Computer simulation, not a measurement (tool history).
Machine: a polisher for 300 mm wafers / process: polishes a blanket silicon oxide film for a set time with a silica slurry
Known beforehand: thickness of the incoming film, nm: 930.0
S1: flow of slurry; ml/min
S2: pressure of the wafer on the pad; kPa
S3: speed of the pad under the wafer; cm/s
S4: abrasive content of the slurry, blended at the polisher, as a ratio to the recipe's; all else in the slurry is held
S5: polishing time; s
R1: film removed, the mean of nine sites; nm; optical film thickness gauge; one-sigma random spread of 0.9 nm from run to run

run	hour	S1	S2	S3	S4	S5	R1
1	0.0	280	19.3	90	1.0	36	57.513
2	5.0	280	19.3	90	1.0	32	50.751
3	5.8	280	19.3	90	1.0	32	50.716
4	10.8	280	21.4	90	1.0	32	54.662
5	16.3	280	23.4	92	1.0	32	62.492
6	19.6	280	24.8	92	1.0	32	66.437
7	23.1	280	25.5	92	1.0	32	68.598
8	28.2	280	26.2	92	1.0	32	68.794
9	29.9	280	26.9	92	1.0	32	71.662

Run 10 is up next; what results do you expect?
10	31.9	280	26.9	92	1.0	32	?

{"run 10": {"R1": 70.312}}
